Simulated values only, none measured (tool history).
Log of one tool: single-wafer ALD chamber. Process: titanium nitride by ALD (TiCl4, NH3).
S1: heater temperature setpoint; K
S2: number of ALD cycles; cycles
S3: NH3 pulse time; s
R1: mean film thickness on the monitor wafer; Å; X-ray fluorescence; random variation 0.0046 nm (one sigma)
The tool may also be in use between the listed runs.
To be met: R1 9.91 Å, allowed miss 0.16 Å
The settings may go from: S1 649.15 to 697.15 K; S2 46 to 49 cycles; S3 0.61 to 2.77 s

run,hour,S1,S2,S3,R1
1,0,673.15,49,1.69,10.969
2,1.4,673.15,49,2.15,11.114
3,4.5,673.15,49,1.69,10.967
4,9.6,673.15,49,1.95,11.072
5,12.8,673.15,49,2.27,11.153
6,15.3,673.15,49,2.06,11.159
7,22.4,668.15,48,1.71,10.676
8,28.8,665.15,48,1.62,10.643
9,31.6,662.15,48,1.48,10.458
10,36.4,660.15,48,1.43,10.403
11,43,659.15,48,1.39,10.387
12,49.6,658.15,48,1.35,10.301
13,51.7,657.15,48,1.35,10.396
14,60.2,656.15,48,1.29,10.229
15,66.9,656.15,48,1.29,10.301
16,71.7,656.15,48,1.27,10.226

Which of these 4 next moves meets every target?
A,76.5,654.15,46,1.34,?
B,76.5,653.15,47,1.63,?
C,76.5,657.15,46,1.95,?
D,76.5,656.15,49,0.84,?

move,R1
A,9.855
B,10.273
C,10.239
D,9.5372
A: meets every target
B: further off than the last run
C: as far off as the last run
D: takes the result that was furthest off past its target
Move A is the one to make.
